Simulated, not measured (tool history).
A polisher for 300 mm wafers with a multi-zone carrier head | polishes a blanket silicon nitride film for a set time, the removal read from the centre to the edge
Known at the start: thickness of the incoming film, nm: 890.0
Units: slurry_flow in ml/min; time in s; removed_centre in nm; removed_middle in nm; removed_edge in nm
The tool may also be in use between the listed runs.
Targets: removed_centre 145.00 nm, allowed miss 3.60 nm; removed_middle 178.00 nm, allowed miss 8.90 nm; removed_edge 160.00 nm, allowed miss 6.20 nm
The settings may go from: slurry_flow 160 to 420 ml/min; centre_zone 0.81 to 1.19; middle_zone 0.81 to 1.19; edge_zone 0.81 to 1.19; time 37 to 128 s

run  hour  slurry_flow  centre_zone  middle_zone  edge_zone  time  removed_centre  removed_middle  removed_edge
  1   0.0          270         1.00         1.00       1.00    82          187.49          189.05        192.21
  2   5.6          270         0.93         1.00       1.00    82          174.82          193.80        195.15
  3  12.8          270         0.93         1.03       1.00    82          173.04          199.31        189.84
  4  16.7          335         0.93         1.03       1.00    82          181.04          213.13        197.23
  5  19.1          375         0.93         1.03       1.00    82          185.24          209.19        203.37
  6  26.6          355         0.92         1.02       0.97    81          179.40          202.42        194.07
  7  34.6          335         0.90         1.02       0.94    80          171.71          196.61        186.02
  8  42.3          315         0.89         1.02       0.92    80          167.17          195.06        184.42
  9  43.3          300         0.88         1.02       0.90    79          160.90          195.86        178.83
 10  44.5          255         0.86         0.93       0.81    74          144.55          161.20        157.56
 11  47.6          260         0.86         0.94       0.81    74          144.99          163.94        157.29
 12  49.9          260         0.86         0.95       0.81    74          143.52          166.09        159.81

Which of these 4 next moves meets every target?
  A  52.2          325         0.90         0.96       0.85    68               ?               ?             ?
  B  52.2          265         0.86         0.85       0.88    73               ?               ?             ?
  C  52.2          335         0.81         0.92       0.84    72               ?               ?             ?
  D  52.2          290         0.85         1.00       0.82    74               ?               ?             ?

move  removed_centre  removed_middle  removed_edge
   A          142.56          161.31        154.82
   B          140.43          151.13        164.77
   C          136.38          165.66        163.71
   D          143.47          178.37        163.48
A: further off than the last run
B: further off than the last run
C: further off than the last run
D: meets every target
Move D is the one to make.
